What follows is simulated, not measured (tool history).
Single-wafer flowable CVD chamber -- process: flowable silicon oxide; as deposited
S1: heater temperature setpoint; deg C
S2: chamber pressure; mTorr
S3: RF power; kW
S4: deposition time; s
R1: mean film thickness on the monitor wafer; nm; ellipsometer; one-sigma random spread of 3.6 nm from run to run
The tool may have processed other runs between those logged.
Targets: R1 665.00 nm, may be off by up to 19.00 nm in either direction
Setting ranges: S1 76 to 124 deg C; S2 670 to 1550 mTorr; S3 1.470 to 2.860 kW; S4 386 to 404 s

run	hour	S1	S2	S3	S4	R1
1	0.0	100	1110	2.165	404	402.03
2	5.8	100	1110	1.885	404	387.12
3	14.4	100	1110	2.160	404	404.55
4	19.7	100	1110	2.030	404	392.40
5	21.2	100	1110	2.030	404	391.12
6	27.8	94	1110	2.030	404	489.34
7	35.6	92	1110	2.030	404	525.90
8	40.2	84	1110	2.030	404	689.84

Consider the 5 candidate settings below. Which is the only one whose results all fall within their allowed miss of target?
A	44.8	78	1040	2.160	386	?
B	44.8	84	1140	1.905	402	?
C	44.8	83	1180	1.995	386	?
D	44.8	87	1130	2.460	403	?
E	44.8	85	1190	2.070	397	?

move	R1
A	752.14
B	692.82
C	720.15
D	657.70
E	704.82
A: moves away from the targets compared with the last run
B: moves away from the targets compared with the last run
C: moves away from the targets compared with the last run
D: each result inside its tolerance
E: moves away from the targets compared with the last run
Correct choice: D, which meets every target

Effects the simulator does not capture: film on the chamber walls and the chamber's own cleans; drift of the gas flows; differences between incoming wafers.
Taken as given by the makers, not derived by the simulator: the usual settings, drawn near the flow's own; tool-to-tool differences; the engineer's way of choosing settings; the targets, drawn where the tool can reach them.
